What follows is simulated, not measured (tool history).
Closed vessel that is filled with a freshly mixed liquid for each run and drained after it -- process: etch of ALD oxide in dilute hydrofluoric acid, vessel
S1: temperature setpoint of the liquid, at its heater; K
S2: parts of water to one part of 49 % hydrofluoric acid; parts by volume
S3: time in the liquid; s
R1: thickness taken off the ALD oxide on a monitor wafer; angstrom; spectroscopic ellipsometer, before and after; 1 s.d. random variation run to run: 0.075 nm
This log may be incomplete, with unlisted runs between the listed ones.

run	hour	S1	S2	S3	R1
1	0	294.15	250	955	413.55
2	3.3	294.15	205	955	525.47
3	8.7	294.15	175	955	628.77
4	15.2	293.15	225	955	452.38
5	19.3	293.15	225	955	447.94
6	24.2	293.15	225	955	448.65
7	27.1	290.15	325	955	255.57
8	29.5	290.15	335	955	247.02
9	34.5	290.15	345	955	238.27
10	37.2	290.15	350	955	231.39
11	41.9	290.15	350	955	234.68
12	46.7	290.15	355	955	229.21
13	49.7	290.15	360	955	225.51
14	53.7	290.15	365	955	220.91

Expected results for the next run?
15	56.6	290.15	370	955	?

{"run 15": {"R1": 217.77}}

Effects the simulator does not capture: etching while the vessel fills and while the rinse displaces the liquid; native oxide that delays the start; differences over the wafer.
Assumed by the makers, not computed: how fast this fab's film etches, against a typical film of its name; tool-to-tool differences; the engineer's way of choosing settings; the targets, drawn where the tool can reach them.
